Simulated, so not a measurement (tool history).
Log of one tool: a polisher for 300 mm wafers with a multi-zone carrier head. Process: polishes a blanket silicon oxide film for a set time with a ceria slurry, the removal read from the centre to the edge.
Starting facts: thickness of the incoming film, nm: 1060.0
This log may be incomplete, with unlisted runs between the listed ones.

run	hour	flow of slurry (ml/min)	pressure of the head's centre zone	pressure of the head's middle zone	pressure of the head's edge zone	polishing time (s)	film removed at the wafer's centre (angstrom)	film removed at mid-radius (angstrom)	film removed at the wafer's edge (angstrom)
1	0.0	235	1.00	1.00	1.00	53	1911.3	2013.9	1954.3
2	0.6	235	0.96	1.00	1.00	53	1858.2	1972.9	1953.8
3	3.4	235	0.96	1.00	1.00	41	1443.6	1498.4	1497.5
4	11.3	235	0.96	1.00	0.97	41	1418.2	1521.1	1477.3
5	13.9	235	0.96	1.00	0.97	31	1089.4	1130.5	1122.8
6	16.5	225	0.93	1.01	0.97	31	1058.6	1146.9	1107.9

What will run 7 give?
# hour 20.0: worn pad replaced by a new one
7	20.0	225	0.91	1.01	0.99	31	?	?	?

Logged for run 7: film removed at the wafer's centre (angstrom) 1165.8, film removed at mid-radius (angstrom) 1283.7, film removed at the wafer's edge (angstrom) 1286.5.
